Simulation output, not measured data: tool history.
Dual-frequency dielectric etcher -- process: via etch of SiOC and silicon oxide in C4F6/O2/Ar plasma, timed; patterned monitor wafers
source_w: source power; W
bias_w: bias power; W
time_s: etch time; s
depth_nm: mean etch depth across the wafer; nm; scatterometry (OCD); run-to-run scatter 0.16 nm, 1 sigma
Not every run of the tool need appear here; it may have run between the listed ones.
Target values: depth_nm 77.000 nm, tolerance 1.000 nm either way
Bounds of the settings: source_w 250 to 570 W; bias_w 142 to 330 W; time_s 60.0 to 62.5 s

{"run": 1, "hour": 0.0, "source_w": 410, "bias_w": 236, "time_s": 60.0, "depth_nm": 81.13}
{"run": 2, "hour": 2.3, "source_w": 470, "bias_w": 236, "time_s": 60.0, "depth_nm": 85.233}
{"run": 3, "hour": 5.8, "source_w": 400, "bias_w": 236, "time_s": 60.0, "depth_nm": 80.363}
{"run": 4, "hour": 6.4, "source_w": 430, "bias_w": 236, "time_s": 60.0, "depth_nm": 82.566}
{"run": 5, "hour": 9.5, "source_w": 410, "bias_w": 235, "time_s": 60.0, "depth_nm": 81.217}
{"run": 6, "hour": 12.3, "source_w": 410, "bias_w": 262, "time_s": 60.0, "depth_nm": 82.933}
{"run": 7, "hour": 19.2, "source_w": 390, "bias_w": 260, "time_s": 60.0, "depth_nm": 81.309}
{"run": 8, "hour": 26.9, "source_w": 380, "bias_w": 259, "time_s": 60.0, "depth_nm": 80.605}
{"run": 9, "hour": 30.0, "source_w": 370, "bias_w": 258, "time_s": 60.0, "depth_nm": 80.185}
{"run": 10, "hour": 31.3, "source_w": 360, "bias_w": 257, "time_s": 60.0, "depth_nm": 79.068}

Consider the 4 candidate settings below. Which is the only one whose results all fall within their allowed miss of target?
{"run": "A", "hour": 32.6, "source_w": 290, "bias_w": 233, "time_s": 62.0, "depth_nm": "?"}
{"run": "B", "hour": 32.6, "source_w": 250, "bias_w": 303, "time_s": 61.5, "depth_nm": "?"}
{"run": "C", "hour": 32.6, "source_w": 290, "bias_w": 246, "time_s": 62.0, "depth_nm": "?"}
{"run": "D", "hour": 32.6, "source_w": 340, "bias_w": 244, "time_s": 60.5, "depth_nm": "?"}

move=A depth_nm=73.948
move=B depth_nm=74.298
move=C depth_nm=74.878
move=D depth_nm=77.081
A: pushes the last run's worst result past its target
B: pushes the last run's worst result past its target
C: pushes the last run's worst result past its target
D: all results in spec
So the answer is move D, the one that meets all the targets.

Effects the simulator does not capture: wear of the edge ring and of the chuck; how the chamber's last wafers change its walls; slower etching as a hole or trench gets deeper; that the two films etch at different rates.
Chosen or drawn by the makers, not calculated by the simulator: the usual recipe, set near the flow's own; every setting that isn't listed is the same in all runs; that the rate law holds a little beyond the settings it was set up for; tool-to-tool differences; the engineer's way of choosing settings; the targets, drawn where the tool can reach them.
